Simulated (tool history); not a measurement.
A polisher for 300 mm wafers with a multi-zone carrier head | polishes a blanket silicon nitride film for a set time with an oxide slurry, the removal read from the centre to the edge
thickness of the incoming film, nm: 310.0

run  hour  flow of slurry (ml/min)  pressure of the head's centre zone  pressure of the head's middle zone  pressure of the head's edge zone  abrasive content of the slurry  polishing time (s)  film removed at the wafer's centre (angstrom)  film removed at mid-radius (angstrom)  film removed at the wafer's edge (angstrom)
  1   0.0                      190                                1.00                                1.00                              1.00                            1.00                  87                                         544.18                                 547.97                                       548.41
  2   8.2                      190                                1.04                                1.00                              1.00                            1.00                  87                                         571.27                                 559.22                                       550.32
  3  15.2                      190                                1.10                                1.00                              1.00                            1.00                  87                                         604.49                                 563.96                                       550.01
  4  22.6                      190                                1.03                                1.04                              1.05                            1.05                  87                                         569.54                                 578.10                                       572.31
  5  27.3                      195                                0.98                                1.08                              1.08                            1.10                  87                                         545.91                                 614.44                                       590.71
  6  34.0                      195                                0.93                                1.08                              1.08                            1.10                  87                                         517.54                                 600.59                                       586.13
  7  36.2                      205                                0.91                                1.09                              1.11                            1.15                  87                                         528.32                                 638.39                                       610.03
  8  39.5                      205                                0.89                                1.08                              1.13                            1.20                  87                                         524.02                                 637.92                                       634.29

The next listed run, before its measurement:
  9  44.9                      210                                0.88                                1.09                              1.15                            1.20                  87                                              ?                                      ?                                            ?

{"run 9": {"film removed at the wafer's centre (angstrom)": 526.65, "film removed at mid-radius (angstrom)": 644.82, "film removed at the wafer's edge (angstrom)": 631.08}}
